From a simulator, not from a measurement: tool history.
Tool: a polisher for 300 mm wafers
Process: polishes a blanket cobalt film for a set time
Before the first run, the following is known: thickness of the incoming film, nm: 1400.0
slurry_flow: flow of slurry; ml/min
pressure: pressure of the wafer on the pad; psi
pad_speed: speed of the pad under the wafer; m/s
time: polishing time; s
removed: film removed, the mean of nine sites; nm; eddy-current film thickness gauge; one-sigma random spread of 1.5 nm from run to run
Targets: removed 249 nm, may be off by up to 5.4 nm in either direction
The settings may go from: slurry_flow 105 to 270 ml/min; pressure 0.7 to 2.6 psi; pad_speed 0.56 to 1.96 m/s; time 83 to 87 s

run  hour  slurry_flow  pressure  pad_speed  time  removed
  1     0          175       1.6       1.26    83   404.86
  2   6.2          175       1.6       1.54    83   492.59
  3  12.8          170       1.5       1.52    83   458.62
  4  16.9          170       1.5        1.7    83   512.39
  5  22.5          170       1.8        1.7    83   603.87
  6  26.9          170       1.8        1.7    83   601.45
  7  30.2          165       1.7       1.64    83   550.58
  8    38          165       1.6        1.6    83   504.18
  9  39.9          160       1.5       1.56    83   463.69
 10  45.7          140         1       1.34    83   274.63
 11  53.9          135         1       1.34    83   276.05
 12  56.2          135         1       1.34    83   273.25
 13  59.4          130         1       1.34    83   270.27
 14    60          125         1       1.34    83   271.15
 15  63.6          125         1       1.34    83   267.04
 16  67.9          115         1       1.34    83   261.41
 17  72.9          110         1       1.34    83   258.41

4 candidate next runs follow, results not yet known. Just one meets every target within its allowed miss. Identify it.
  A  77.9          105         1       1.26    83        ?
  B  77.9          105       0.9       1.36    83        ?
  C  77.9          120       1.1       1.26    86        ?
  D  77.9          110       1.1       1.14    87        ?

move  removed
   A    241.4
   B   238.01
   C   281.49
   D   252.48
A: carries the result that was furthest off beyond its target, to the other side
B: carries the result that was furthest off beyond its target, to the other side
C: misses by more than the last run did
D: every result lands within tolerance
So the answer is move D, the one that meets all the targets.

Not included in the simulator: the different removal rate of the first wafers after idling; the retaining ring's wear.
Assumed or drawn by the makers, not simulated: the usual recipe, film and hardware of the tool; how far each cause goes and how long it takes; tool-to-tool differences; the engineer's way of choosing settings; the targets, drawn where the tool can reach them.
